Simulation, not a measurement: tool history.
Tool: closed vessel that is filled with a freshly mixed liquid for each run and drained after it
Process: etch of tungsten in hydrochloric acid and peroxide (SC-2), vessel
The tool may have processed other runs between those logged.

run	hour	temperature setpoint of the liquid (°C)	parts of water to one part each of 37 % hydrochloric acid and 30 % peroxide (parts by volume)	time in the liquid (s)	thickness taken off the tungsten on a monitor wafer (Å)
1	0	52	5.5	35	105.73
2	3.3	52	6	35	99.692
3	4.9	53.5	6	35	110.02
4	8.8	50	6	35	86.699
5	10.8	52	6	35	99.042
6	15.5	53.5	6	35	109.96

What will run 7 give?
7	16.7	55	6	35	?

thickness taken off the tungsten on a monitor wafer (Å): 121.41

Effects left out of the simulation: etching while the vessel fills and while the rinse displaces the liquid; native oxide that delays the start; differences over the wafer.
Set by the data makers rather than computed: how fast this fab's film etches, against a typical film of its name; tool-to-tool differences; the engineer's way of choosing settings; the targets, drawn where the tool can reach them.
